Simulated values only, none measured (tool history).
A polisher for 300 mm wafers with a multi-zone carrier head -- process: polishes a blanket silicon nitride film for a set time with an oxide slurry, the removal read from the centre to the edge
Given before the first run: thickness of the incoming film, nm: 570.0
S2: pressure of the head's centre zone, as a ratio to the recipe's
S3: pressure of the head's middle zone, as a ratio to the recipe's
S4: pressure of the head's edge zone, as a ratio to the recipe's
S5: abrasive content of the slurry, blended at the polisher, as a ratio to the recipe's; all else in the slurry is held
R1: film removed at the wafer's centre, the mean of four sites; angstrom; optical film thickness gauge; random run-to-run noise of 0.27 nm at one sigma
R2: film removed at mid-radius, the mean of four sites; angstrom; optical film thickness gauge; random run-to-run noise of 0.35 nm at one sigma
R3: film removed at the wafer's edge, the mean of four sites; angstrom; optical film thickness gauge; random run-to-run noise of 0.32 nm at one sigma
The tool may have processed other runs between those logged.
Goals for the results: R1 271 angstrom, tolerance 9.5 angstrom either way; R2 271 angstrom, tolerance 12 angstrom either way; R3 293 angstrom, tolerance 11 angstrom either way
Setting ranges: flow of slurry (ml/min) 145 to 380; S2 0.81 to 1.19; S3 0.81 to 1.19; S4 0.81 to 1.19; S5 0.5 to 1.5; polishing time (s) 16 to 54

{"run": 1, "hour": 0.0, "flow of slurry (ml/min)": 245, "S2": 1, "S3": 1, "S4": 1, "S5": 1, "polishing time (s)": 35, "R1": 375.87, "R2": 388.28, "R3": 367.55}
{"run": 2, "hour": 5.1, "flow of slurry (ml/min)": 240, "S2": 0.98, "S3": 0.98, "S4": 0.99, "S5": 0.95, "polishing time (s)": 35, "R1": 365.14, "R2": 373.4, "R3": 353.03}
{"run": 3, "hour": 11.6, "flow of slurry (ml/min)": 240, "S2": 0.98, "S3": 0.98, "S4": 1.08, "S5": 0.95, "polishing time (s)": 35, "R1": 367.58, "R2": 373.56, "R3": 377.86}
{"run": 4, "hour": 18.6, "flow of slurry (ml/min)": 235, "S2": 0.96, "S3": 0.96, "S4": 1.07, "S5": 0.9, "polishing time (s)": 35, "R1": 353.61, "R2": 363.95, "R3": 369.59}
{"hour": 20.9, "done": "edge zone pressure recalibrated"}
{"run": 5, "hour": 20.9, "flow of slurry (ml/min)": 230, "S2": 0.95, "S3": 0.94, "S4": 1.07, "S5": 0.85, "polishing time (s)": 35, "R1": 342.33, "R2": 353.9, "R3": 377.06}
{"run": 6, "hour": 26.6, "flow of slurry (ml/min)": 230, "S2": 0.91, "S3": 0.94, "S4": 1.07, "S5": 0.85, "polishing time (s)": 35, "R1": 328.08, "R2": 364.25, "R3": 369.94}
{"run": 7, "hour": 31.1, "flow of slurry (ml/min)": 230, "S2": 0.92, "S3": 0.93, "S4": 1.05, "S5": 0.8, "polishing time (s)": 35, "R1": 321.98, "R2": 350.01, "R3": 365.9}
{"run": 8, "hour": 33.8, "flow of slurry (ml/min)": 230, "S2": 0.93, "S3": 0.93, "S4": 1.03, "S5": 0.75, "polishing time (s)": 35, "R1": 317.92, "R2": 336.69, "R3": 359.21}
{"run": 9, "hour": 41.0, "flow of slurry (ml/min)": 230, "S2": 0.94, "S3": 0.93, "S4": 1.01, "S5": 0.7, "polishing time (s)": 35, "R1": 321.04, "R2": 331.84, "R3": 348.11}

Below are 5 possible settings for the next run. Only one of them brings all results inside the allowed miss of their targets. Which is it?
{"run": "A", "hour": 48.2, "flow of slurry (ml/min)": 205, "S2": 1.08, "S3": 1.01, "S4": 1.02, "S5": 1, "polishing time (s)": 26, "R1": "?", "R2": "?", "R3": "?"}
{"run": "B", "hour": 48.2, "flow of slurry (ml/min)": 320, "S2": 1.01, "S3": 0.98, "S4": 1.15, "S5": 0.95, "polishing time (s)": 25, "R1": "?", "R2": "?", "R3": "?"}
{"run": "C", "hour": 48.2, "flow of slurry (ml/min)": 310, "S2": 0.91, "S3": 0.92, "S4": 1.08, "S5": 1.05, "polishing time (s)": 37, "R1": "?", "R2": "?", "R3": "?"}
{"run": "D", "hour": 48.2, "flow of slurry (ml/min)": 195, "S2": 0.87, "S3": 0.92, "S4": 1.03, "S5": 0.8, "polishing time (s)": 40, "R1": "?", "R2": "?", "R3": "?"}
{"run": "E", "hour": 48.2, "flow of slurry (ml/min)": 235, "S2": 0.93, "S3": 0.81, "S4": 1.05, "S5": 0.5, "polishing time (s)": 31, "R1": "?", "R2": "?", "R3": "?"}

move=A R1=294.57 R2=283.94 R3=284.75
move=B R1=272.33 R2=273.58 R3=295.14
move=C R1=372.37 R2=397.44 R3=435
move=D R1=339.66 R2=381.26 R3=411.66
move=E R1=252.34 R2=241.67 R3=287.33
A: nearer than the last run, and not there yet
B: every result within its allowed miss
C: its largest miss is bigger than the last run's
D: its largest miss is bigger than the last run's
E: moves the result that the last run missed by most past its target, out the other side
The move that meets every target is B.
